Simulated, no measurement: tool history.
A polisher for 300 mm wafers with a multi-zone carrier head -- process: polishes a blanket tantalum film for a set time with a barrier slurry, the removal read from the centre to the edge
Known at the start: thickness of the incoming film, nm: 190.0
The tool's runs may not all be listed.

run	hour	flow of slurry (ml/min)	pressure of the head's centre zone	pressure of the head's middle zone	pressure of the head's edge zone	abrasive content of the slurry	polishing time (s)	film removed at the wafer's centre (nm)	film removed at mid-radius (nm)	film removed at the wafer's edge (nm)
1	0.0	140	1.00	1.00	1.00	1.00	39	79.056	73.618	72.497
2	8.9	145	1.00	0.99	1.02	1.00	39	79.107	72.070	73.247
3	16.0	145	1.00	0.99	1.06	1.00	39	79.920	73.626	75.982
4	22.7	145	1.00	0.99	0.99	1.00	39	78.427	72.600	73.414
5	23.9	145	0.93	0.99	0.99	1.00	39	73.415	72.491	74.027
# hour 32.3: centre zone pressure recalibrated
6	32.3	145	0.93	0.99	0.99	0.80	39	66.061	70.608	70.439
7	38.6	155	0.95	0.98	1.01	0.80	39	67.787	70.252	70.246

Estimate the outcome of run 8 from the log above:
8	40.1	185	1.05	0.93	1.11	1.05	39	?	?	?

Run 8 produced film removed at the wafer's centre (nm) 81.539, film removed at mid-radius (nm) 73.091, film removed at the wafer's edge (nm) 79.877.

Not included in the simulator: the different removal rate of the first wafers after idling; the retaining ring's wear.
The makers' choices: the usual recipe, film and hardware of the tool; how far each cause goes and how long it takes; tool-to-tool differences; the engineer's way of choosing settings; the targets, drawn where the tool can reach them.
